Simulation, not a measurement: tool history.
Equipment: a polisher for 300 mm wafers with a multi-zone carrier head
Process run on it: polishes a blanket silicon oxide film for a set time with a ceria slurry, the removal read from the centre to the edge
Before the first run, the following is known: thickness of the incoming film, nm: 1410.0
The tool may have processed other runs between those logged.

run    day  flow of slurry (ml/min)  pressure of the head's centre zone  pressure of the head's middle zone  pressure of the head's edge zone  polishing time (s)  film removed at the wafer's centre (Å)  film removed at mid-radius (Å)  film removed at the wafer's edge (Å)
  1  0.000                      235                                1.00                                1.00                              1.00                  67                                  2281.4                          2301.8                                2266.6
  2  0.188                      235                                1.00                                0.92                              1.00                  67                                  2270.0                          2161.8                                2271.1
  3  0.217                      255                                1.00                                0.92                              1.00                  67                                  2345.7                          2194.4                                2319.5
  4  0.488                      255                                1.00                                0.85                              1.00                  67                                  2335.2                          2060.4                                2319.7
  5  0.612                      255                                1.00                                0.81                              1.00                  67                                  2345.9                          2011.9                                2333.9
  6  0.696                      255                                1.00                                0.85                              1.00                  67                                  2253.2                          2112.0                                2266.4
  7  0.771                      260                                1.03                                0.87                              1.01                  68                                  2456.9                          2176.0                                2344.3
  8  0.958                      270                                1.04                                0.88                              1.02                  69                                  2490.9                          2192.4                                2379.7
  9  1.021                      275                                1.05                                0.90                              1.02                  70                                  2480.1                          2300.0                                2413.6

Run 10 has not been measured yet. What should we expect?
 10  1.062                      275                                1.07                                0.90                              1.01                  71                                       ?                               ?                                     ?

film removed at the wafer's centre (Å): 2679.1
film removed at mid-radius (Å): 2321.5
film removed at the wafer's edge (Å): 2439.2

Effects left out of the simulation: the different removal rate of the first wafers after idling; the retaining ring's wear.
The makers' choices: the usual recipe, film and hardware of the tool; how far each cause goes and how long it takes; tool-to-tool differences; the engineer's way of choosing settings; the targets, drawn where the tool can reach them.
